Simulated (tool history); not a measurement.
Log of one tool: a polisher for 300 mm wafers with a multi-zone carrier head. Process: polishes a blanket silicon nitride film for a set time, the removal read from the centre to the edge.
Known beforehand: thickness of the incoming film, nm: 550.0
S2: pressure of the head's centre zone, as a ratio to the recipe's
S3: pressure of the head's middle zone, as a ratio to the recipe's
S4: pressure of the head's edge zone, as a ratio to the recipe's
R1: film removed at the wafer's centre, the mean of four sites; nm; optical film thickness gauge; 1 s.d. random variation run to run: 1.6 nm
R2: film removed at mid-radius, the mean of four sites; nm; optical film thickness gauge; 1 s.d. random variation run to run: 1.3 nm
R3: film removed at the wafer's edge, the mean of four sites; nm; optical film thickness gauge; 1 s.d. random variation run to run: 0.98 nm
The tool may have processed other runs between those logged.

run 1 hour=0.0 | flow_of_slurry_(ml/min)=320 S2=1.00 S3=1.00 S4=1.00 polishing_time_(s)=69 | R1=200.11 R2=199.93 R3=197.18
run 2 hour=4.9 | flow_of_slurry_(ml/min)=320 S2=1.00 S3=1.00 S4=0.96 polishing_time_(s)=69 | R1=201.89 R2=194.01 R3=193.85
run 3 hour=10.6 | flow_of_slurry_(ml/min)=320 S2=1.00 S3=1.00 S4=0.92 polishing_time_(s)=69 | R1=202.60 R2=195.57 R3=187.96
run 4 hour=19.3 | flow_of_slurry_(ml/min)=315 S2=0.98 S3=0.97 S4=0.90 polishing_time_(s)=62 | R1=177.85 R2=169.49 R3=168.23
run 5 hour=24.3 | flow_of_slurry_(ml/min)=315 S2=1.02 S3=0.97 S4=0.90 polishing_time_(s)=62 | R1=184.19 R2=170.69 R3=167.46
run 6 hour=25.1 | flow_of_slurry_(ml/min)=310 S2=1.00 S3=0.95 S4=0.88 polishing_time_(s)=57 | R1=163.69 R2=158.11 R3=153.92
run 7 hour=33.2 | flow_of_slurry_(ml/min)=310 S2=1.00 S3=0.91 S4=0.87 polishing_time_(s)=54 | R1=159.18 R2=139.47 R3=144.86
run 8 hour=35.7 | flow_of_slurry_(ml/min)=305 S2=0.98 S3=0.90 S4=0.86 polishing_time_(s)=52 | R1=149.53 R2=134.33 R3=139.13
run 9 hour=38.8 | flow_of_slurry_(ml/min)=300 S2=0.97 S3=0.89 S4=0.85 polishing_time_(s)=51 | R1=145.03 R2=128.31 R3=133.55
run 10 hour=41.3 | flow_of_slurry_(ml/min)=285 S2=0.95 S3=0.89 S4=0.85 polishing_time_(s)=51 | R1=137.79 R2=131.31 R3=134.22
run 11 hour=50.0 | flow_of_slurry_(ml/min)=285 S2=0.95 S3=0.89 S4=0.85 polishing_time_(s)=51 | R1=136.38 R2=133.47 R3=132.09

Run 12 has not been measured yet. What should we expect?
run 12 hour=51.4 | flow_of_slurry_(ml/min)=280 S2=0.95 S3=0.87 S4=0.84 polishing_time_(s)=51 | R1=? R2=? R3=?

{"run 12": {"R1": 142.25, "R2": 129.33, "R3": 132.63}}
